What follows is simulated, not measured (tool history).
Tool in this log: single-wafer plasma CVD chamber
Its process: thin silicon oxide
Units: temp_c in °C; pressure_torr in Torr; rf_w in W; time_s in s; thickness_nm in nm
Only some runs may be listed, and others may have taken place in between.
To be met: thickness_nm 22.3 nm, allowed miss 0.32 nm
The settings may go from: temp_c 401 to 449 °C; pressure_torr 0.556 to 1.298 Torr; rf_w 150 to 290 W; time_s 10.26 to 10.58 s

run  hour  temp_c  pressure_torr  rf_w  time_s  thickness_nm
  1     0     425          0.927   220   10.26        19.019
  2   8.7     425          0.983   220   10.26        19.943
  3    16     418          0.983   220   10.26        19.923
  4  21.8     418          0.835   220   10.26        17.444
  5  23.8     418          0.726   220   10.26        15.174
  6  25.9     418          0.726   195   10.26        14.305
  7    32     418          0.851   195   10.26        16.488
  8  35.9     418          0.936   195   10.26        17.897
  9  40.1     418              1   195   10.26        18.842
 10  43.7     418          1.052   195   10.26        19.517
 11  50.2     418          1.097   195   10.26        20.102
 12    58     418          1.135   195   10.26         20.29
 13  64.5     419          1.174   195   10.26        20.925

Which one of the following 4 next-run settings gets every result inside its allowed miss? There is exactly one.
  A    71     414          1.102   185   10.26             ?
  B    71     409          1.216   210   10.26             ?
  C    71     405          1.298   175   10.35             ?
  D    71     420          1.157   175   10.26             ?

move  thickness_nm
   A        19.536
   B         22.43
   C        20.937
   D        19.449
A: the biggest miss grows against the last run
B: every result lands within tolerance
C: as far off as the last run
D: the biggest miss grows against the last run
Answer: B
